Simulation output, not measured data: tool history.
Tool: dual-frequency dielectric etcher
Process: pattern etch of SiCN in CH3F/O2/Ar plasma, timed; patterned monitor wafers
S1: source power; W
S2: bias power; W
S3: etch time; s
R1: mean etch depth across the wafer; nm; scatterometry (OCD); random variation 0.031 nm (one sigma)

run	day	S1	S2	S3	R1
1	0.000	540	82	35.5	15.513
2	0.342	540	95	35.5	16.613
3	0.621	540	95	35.5	16.745
4	0.704	510	91	35.5	16.098
5	0.775	450	91	35.5	15.651
6	0.804	410	91	35.5	15.381
7	0.983	400	86	35.5	14.927
8	1.354	390	82	35.5	14.530

The next listed run, before its measurement:
9	1.721	380	79	35.5	?

Run 9 gave R1 14.123 nm.
